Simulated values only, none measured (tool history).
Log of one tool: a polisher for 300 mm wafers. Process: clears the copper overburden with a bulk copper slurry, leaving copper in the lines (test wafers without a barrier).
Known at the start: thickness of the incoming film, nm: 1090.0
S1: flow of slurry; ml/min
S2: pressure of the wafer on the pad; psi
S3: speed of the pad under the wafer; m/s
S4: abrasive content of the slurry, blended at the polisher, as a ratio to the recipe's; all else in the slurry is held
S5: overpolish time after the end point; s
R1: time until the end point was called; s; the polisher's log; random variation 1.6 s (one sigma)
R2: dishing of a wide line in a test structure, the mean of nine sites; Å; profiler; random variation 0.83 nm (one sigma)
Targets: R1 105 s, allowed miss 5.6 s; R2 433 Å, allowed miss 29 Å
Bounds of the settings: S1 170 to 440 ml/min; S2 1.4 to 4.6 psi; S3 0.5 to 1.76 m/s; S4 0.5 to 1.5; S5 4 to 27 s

| run | hour | S1 | S2 | S3 | S4 | S5 | R1 | R2 |
|---|---|---|---|---|---|---|---|---|
| 1 | 0 | 280 | 3 | 1.12 | 1 | 14 | 88.04 | 774.06 |
| 2 | 3.7 | 280 | 2.8 | 1.16 | 1 | 12 | 88.565 | 659.07 |
| 3 | 11.2 | 280 | 2.7 | 1.16 | 1 | 11 | 91.801 | 632.48 |
| 4 | 19.9 | 280 | 2.6 | 1.16 | 1 | 10 | 95.814 | 584.68 |
| 5 | 28.1 | 280 | 2.5 | 1.16 | 1 | 9 | 98.447 | 527.34 |
| 6 | 36.5 | 320 | 2.5 | 1.16 | 1 | 9 | 98.421 | 541.33 |
| 7 | 39.1 | 320 | 2.5 | 1.16 | 1 | 8 | 100.21 | 472.3 |
| 8 | 47.8 | 320 | 2.5 | 1.16 | 1 | 8 | 100.85 | 482.69 |

5 next moves are on the table. One of them brings every result within its allowed miss. Which?
| A | 56.5 | 305 | 2.4 | 1.16 | 0.9 | 10 | ? | ? |
| B | 56.5 | 275 | 2.6 | 0.98 | 0.8 | 8 | ? | ? |
| C | 56.5 | 360 | 2.6 | 0.94 | 0.95 | 8 | ? | ? |
| D | 56.5 | 345 | 2.6 | 1.26 | 0.9 | 7 | ? | ? |
| E | 56.5 | 335 | 2.5 | 1.1 | 1 | 7 | ? | ? |

| move | R1 | R2 |
|---|---|---|
| A | 105.56 | 519.38 |
| B | 119.53 | 409.46 |
| C | 116.92 | 416.28 |
| D | 89.517 | 458.91 |
| E | 103.32 | 411.98 |
A: further off than the last run
B: brings the result that was furthest off to its target, and leaves another outside
C: brings the result that was furthest off to its target, and leaves another outside
D: brings the result that was furthest off to its target, and leaves another outside
E: meets every target
Answer: E

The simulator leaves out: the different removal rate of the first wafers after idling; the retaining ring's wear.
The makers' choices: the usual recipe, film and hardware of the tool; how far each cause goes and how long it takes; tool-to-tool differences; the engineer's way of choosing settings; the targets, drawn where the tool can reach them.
